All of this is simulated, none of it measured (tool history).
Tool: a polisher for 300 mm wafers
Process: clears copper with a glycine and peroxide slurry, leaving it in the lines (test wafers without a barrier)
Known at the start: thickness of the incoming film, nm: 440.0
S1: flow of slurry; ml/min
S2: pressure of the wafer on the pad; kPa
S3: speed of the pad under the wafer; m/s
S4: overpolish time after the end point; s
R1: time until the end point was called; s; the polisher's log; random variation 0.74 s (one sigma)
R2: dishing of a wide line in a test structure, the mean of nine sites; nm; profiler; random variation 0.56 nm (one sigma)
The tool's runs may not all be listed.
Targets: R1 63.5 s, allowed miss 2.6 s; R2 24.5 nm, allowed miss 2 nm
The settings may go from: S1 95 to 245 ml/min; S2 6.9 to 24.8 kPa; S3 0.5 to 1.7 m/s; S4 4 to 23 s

{"run": 1, "hour": 0.0, "S1": 155, "S2": 15.9, "S3": 1.1, "S4": 12, "R1": 83.685, "R2": 39.048}
{"run": 2, "hour": 4.6, "S1": 155, "S2": 15.9, "S3": 0.86, "S4": 12, "R1": 100.86, "R2": 34.268}
{"run": 3, "hour": 7.9, "S1": 155, "S2": 17.2, "S3": 0.9, "S4": 10, "R1": 88.849, "R2": 32.469}
{"run": 4, "hour": 15.1, "S1": 155, "S2": 18.6, "S3": 0.9, "S4": 10, "R1": 85.131, "R2": 33.819}
{"run": 5, "hour": 22.8, "S1": 155, "S2": 18.6, "S3": 0.9, "S4": 7, "R1": 86.85, "R2": 26.657}
{"run": 6, "hour": 28.4, "S1": 155, "S2": 18.6, "S3": 0.9, "S4": 5, "R1": 85.038, "R2": 18.945}
{"run": 7, "hour": 35.6, "S1": 160, "S2": 20, "S3": 0.9, "S4": 5, "R1": 81.071, "R2": 20.352}
{"run": 8, "hour": 42.1, "S1": 160, "S2": 21.4, "S3": 0.92, "S4": 5, "R1": 74.522, "R2": 21.224}
{"run": 9, "hour": 45.3, "S1": 175, "S2": 24.8, "S3": 0.94, "S4": 6, "R1": 63.088, "R2": 28.539}

Which of these 5 next moves meets every target?
{"run": "A", "hour": 48.5, "S1": 225, "S2": 24.1, "S3": 0.94, "S4": 5, "R1": "?", "R2": "?"}
{"run": "B", "hour": 48.5, "S1": 165, "S2": 24.8, "S3": 1, "S4": 6, "R1": "?", "R2": "?"}
{"run": "C", "hour": 48.5, "S1": 190, "S2": 23.4, "S3": 0.98, "S4": 7, "R1": "?", "R2": "?"}
{"run": "D", "hour": 48.5, "S1": 145, "S2": 24.8, "S3": 1.1, "S4": 7, "R1": "?", "R2": "?"}
{"run": "E", "hour": 48.5, "S1": 210, "S2": 24.8, "S3": 0.96, "S4": 7, "R1": "?", "R2": "?"}

move=A R1=63.287 R2=23.974
move=B R1=61.813 R2=28.398
move=C R1=64.452 R2=31.058
move=D R1=59.096 R2=33.17
move=E R1=61.425 R2=32.283
A: meets every target
B: as far off as the last run
C: further off than the last run
D: further off than the last run
E: further off than the last run
Answer: A

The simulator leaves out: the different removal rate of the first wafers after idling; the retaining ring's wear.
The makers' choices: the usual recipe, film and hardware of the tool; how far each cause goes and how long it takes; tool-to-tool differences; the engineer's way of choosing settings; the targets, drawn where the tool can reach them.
